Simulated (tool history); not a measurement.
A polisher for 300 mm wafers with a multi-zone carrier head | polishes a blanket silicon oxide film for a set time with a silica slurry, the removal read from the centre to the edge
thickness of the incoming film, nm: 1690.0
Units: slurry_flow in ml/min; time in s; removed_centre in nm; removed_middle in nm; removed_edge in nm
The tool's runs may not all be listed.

| run | hour | slurry_flow | centre_zone | middle_zone | edge_zone | slurry_solids | time | removed_centre | removed_middle | removed_edge |
|---|---|---|---|---|---|---|---|---|---|---|
| 1 | 0.0 | 235 | 1.00 | 1.00 | 1.00 | 1.00 | 61 | 159.55 | 163.04 | 157.28 |
| 2 | 6.9 | 235 | 1.00 | 1.00 | 1.00 | 0.80 | 61 | 148.21 | 148.68 | 148.17 |
| 3 | 8.9 | 235 | 1.01 | 0.98 | 0.96 | 0.70 | 60 | 139.12 | 138.19 | 134.21 |
| 4 | 14.0 | 235 | 1.01 | 0.98 | 1.03 | 0.70 | 60 | 136.50 | 138.84 | 144.10 |
| 5 | 22.2 | 230 | 1.01 | 0.95 | 0.99 | 0.65 | 60 | 131.73 | 132.11 | 133.98 |
| 6 | 29.5 | 230 | 1.01 | 0.95 | 0.91 | 0.65 | 60 | 135.05 | 128.56 | 127.25 |

The next listed run, before its measurement:
| 7 | 31.7 | 225 | 1.01 | 0.93 | 0.89 | 0.65 | 60 | ? | ? | ? |

{"run 7": {"removed_centre": 130.85, "removed_middle": 126.94, "removed_edge": 125.56}}

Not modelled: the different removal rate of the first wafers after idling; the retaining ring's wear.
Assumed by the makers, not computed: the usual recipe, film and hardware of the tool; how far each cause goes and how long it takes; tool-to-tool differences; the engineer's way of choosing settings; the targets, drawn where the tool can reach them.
